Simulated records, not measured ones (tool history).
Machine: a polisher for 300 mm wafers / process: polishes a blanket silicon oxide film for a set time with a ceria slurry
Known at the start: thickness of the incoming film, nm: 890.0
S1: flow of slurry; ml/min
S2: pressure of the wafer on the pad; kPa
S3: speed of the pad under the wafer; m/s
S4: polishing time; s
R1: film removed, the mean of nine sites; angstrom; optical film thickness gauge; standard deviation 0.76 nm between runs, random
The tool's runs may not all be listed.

Run 1, day 0: S1 125 ml/min, S2 21.4 kPa, S3 0.84 m/s, S4 62 s. Result: R1 2621.4 angstrom.
Run 2, day 0.321: S1 120 ml/min, S2 20 kPa, S3 0.8 m/s, S4 62 s. Result: R1 2360.1 angstrom.
Run 3, day 0.592: S1 120 ml/min, S2 20 kPa, S3 0.8 m/s, S4 65 s. Result: R1 2447.9 angstrom.
Run 4, day 0.796: S1 115 ml/min, S2 18.6 kPa, S3 0.76 m/s, S4 65 s. Result: R1 2186.4 angstrom.
Run 5, day 1.133: S1 115 ml/min, S2 15.9 kPa, S3 0.76 m/s, S4 65 s. Result: R1 1869.4 angstrom.
Run 6, day 1.154: S1 115 ml/min, S2 20 kPa, S3 0.76 m/s, S4 65 s. Result: R1 2324.2 angstrom.

Predict the results of run 7:
Run 7, day 1.467: S1 110 ml/min, S2 18.6 kPa, S3 0.74 m/s, S4 65 s. Result: R1 ?.

Logged for run 7: R1 2114.8 angstrom.
